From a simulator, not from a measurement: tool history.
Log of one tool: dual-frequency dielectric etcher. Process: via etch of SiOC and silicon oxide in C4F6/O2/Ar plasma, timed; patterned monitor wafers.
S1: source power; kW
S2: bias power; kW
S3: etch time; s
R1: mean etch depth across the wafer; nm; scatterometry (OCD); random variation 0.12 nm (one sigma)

run 1 hour=0 | S1=0.29 S2=0.219 S3=36 | R1=39.09
run 2 hour=4.4 | S1=0.27 S2=0.213 S3=36 | R1=37.793
run 3 hour=8.7 | S1=0.27 S2=0.213 S3=36 | R1=37.708
run 4 hour=12.3 | S1=0.25 S2=0.208 S3=36 | R1=36.611
run 5 hour=14.9 | S1=0.27 S2=0.208 S3=36 | R1=37.526
run 6 hour=17.2 | S1=0.27 S2=0.231 S3=36 | R1=38.623
run 7 hour=21.4 | S1=0.25 S2=0.223 S3=35.5 | R1=37.167

Forecast run 8:
run 8 hour=27 | S1=0.24 S2=0.217 S3=35.5 | R1=?

Run 8 gave R1 36.284 nm.
